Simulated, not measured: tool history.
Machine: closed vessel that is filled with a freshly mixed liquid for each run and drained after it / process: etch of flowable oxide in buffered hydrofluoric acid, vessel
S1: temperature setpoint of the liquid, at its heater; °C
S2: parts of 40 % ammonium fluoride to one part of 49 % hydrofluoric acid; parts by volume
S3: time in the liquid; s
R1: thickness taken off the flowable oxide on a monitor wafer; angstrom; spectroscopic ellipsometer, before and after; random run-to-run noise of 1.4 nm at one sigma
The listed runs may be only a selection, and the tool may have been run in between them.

run	hour	S1	S2	S3	R1
1	0.0	22	12.5	85	1584.1
2	6.4	23	12.5	85	1657.1
3	12.5	24	12.5	85	1756.4
4	16.7	25	12.5	85	1846.9
5	18.5	25	10.5	85	2209.9
6	27.5	25	14.0	85	1674.9

The next listed run, before its measurement:
7	34.9	26	14.0	85	?

R1: 1738.8 angstrom
